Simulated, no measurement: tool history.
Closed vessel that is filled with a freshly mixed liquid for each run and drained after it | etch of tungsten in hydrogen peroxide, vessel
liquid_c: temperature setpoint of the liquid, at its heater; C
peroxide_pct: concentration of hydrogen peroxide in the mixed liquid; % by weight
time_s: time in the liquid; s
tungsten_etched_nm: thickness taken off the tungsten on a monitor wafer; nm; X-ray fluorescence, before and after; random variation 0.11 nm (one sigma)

{"run": 1, "day": 0.0, "liquid_c": 43, "peroxide_pct": 20, "time_s": 30, "tungsten_etched_nm": 23.464}
{"run": 2, "day": 0.088, "liquid_c": 43, "peroxide_pct": 20, "time_s": 30, "tungsten_etched_nm": 23.921}
{"run": 3, "day": 0.458, "liquid_c": 43, "peroxide_pct": 20, "time_s": 30, "tungsten_etched_nm": 23.45}
{"run": 4, "day": 0.625, "liquid_c": 43, "peroxide_pct": 20, "time_s": 30, "tungsten_etched_nm": 23.186}
{"run": 5, "day": 0.683, "liquid_c": 43, "peroxide_pct": 16, "time_s": 30, "tungsten_etched_nm": 21.164}
{"run": 6, "day": 0.979, "liquid_c": 43, "peroxide_pct": 18.5, "time_s": 30, "tungsten_etched_nm": 22.61}
{"run": 7, "day": 1.212, "liquid_c": 41.5, "peroxide_pct": 18.5, "time_s": 30, "tungsten_etched_nm": 20.706}
{"run": 8, "day": 1.254, "liquid_c": 40.5, "peroxide_pct": 18.5, "time_s": 30, "tungsten_etched_nm": 19.395}
{"run": 9, "day": 1.462, "liquid_c": 39.5, "peroxide_pct": 18.5, "time_s": 30, "tungsten_etched_nm": 18.092}
{"run": 10, "day": 1.771, "liquid_c": 38.5, "peroxide_pct": 18.5, "time_s": 30, "tungsten_etched_nm": 17.117}

Forecast run 11:
{"run": 11, "day": 1.858, "liquid_c": 38, "peroxide_pct": 18.5, "time_s": 30, "tungsten_etched_nm": "?"}

Run 11 gave tungsten_etched_nm 16.324 nm.

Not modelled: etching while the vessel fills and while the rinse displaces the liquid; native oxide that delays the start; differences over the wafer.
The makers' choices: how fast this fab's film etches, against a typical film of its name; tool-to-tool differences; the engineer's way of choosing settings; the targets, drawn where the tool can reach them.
